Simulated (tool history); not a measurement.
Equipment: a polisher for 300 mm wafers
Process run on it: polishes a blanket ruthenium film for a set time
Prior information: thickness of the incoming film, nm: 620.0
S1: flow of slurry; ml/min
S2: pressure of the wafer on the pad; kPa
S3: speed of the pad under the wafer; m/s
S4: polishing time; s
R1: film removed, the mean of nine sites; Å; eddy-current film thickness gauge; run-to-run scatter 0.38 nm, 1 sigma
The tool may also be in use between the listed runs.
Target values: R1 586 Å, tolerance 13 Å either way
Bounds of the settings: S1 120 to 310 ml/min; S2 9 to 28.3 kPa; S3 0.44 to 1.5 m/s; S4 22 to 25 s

| run | hour | S1 | S2 | S3 | S4 | R1 |
|---|---|---|---|---|---|---|
| 1 | 0 | 200 | 18.6 | 0.96 | 25 | 366.66 |
| 2 | 1 | 210 | 20.7 | 0.96 | 25 | 411.44 |
| 3 | 6.4 | 230 | 20.7 | 0.96 | 25 | 412.06 |
| 4 | 11.7 | 230 | 22.1 | 0.96 | 25 | 435.1 |
| 5 | 15 | 230 | 23.4 | 0.96 | 25 | 459.53 |
| 6 | 21.9 | 230 | 24.8 | 0.96 | 25 | 487.42 |
| 7 | 26.7 | 235 | 25.5 | 0.96 | 25 | 495.21 |
| 8 | 29.9 | 235 | 28.3 | 1 | 25 | 561.01 |
| 9 | 33.1 | 240 | 28.3 | 1 | 25 | 562.82 |
| 10 | 41.4 | 245 | 28.3 | 1 | 25 | 566.98 |
| 11 | 46.4 | 245 | 28.3 | 1 | 25 | 567.58 |
| 12 | 47.3 | 250 | 28.3 | 1 | 25 | 570.91 |

Which single option among these 5 for the next run brings every result within its allowed miss of target? Just one does.
| A | 48.2 | 260 | 28.3 | 1.22 | 23 | ? |
| B | 48.2 | 265 | 24.8 | 1.12 | 25 | ? |
| C | 48.2 | 245 | 28.3 | 0.96 | 25 | ? |
| D | 48.2 | 230 | 27.6 | 1.22 | 22 | ? |
| E | 48.2 | 235 | 28.3 | 0.98 | 25 | ? |

| move | R1 |
|---|---|
| A | 623.5 |
| B | 557.36 |
| C | 538.97 |
| D | 574.95 |
| E | 546.61 |
A: takes the result that was furthest off past its target
B: its largest miss is bigger than the last run's
C: its largest miss is bigger than the last run's
D: each result inside its tolerance
E: its largest miss is bigger than the last run's
D meets every target.
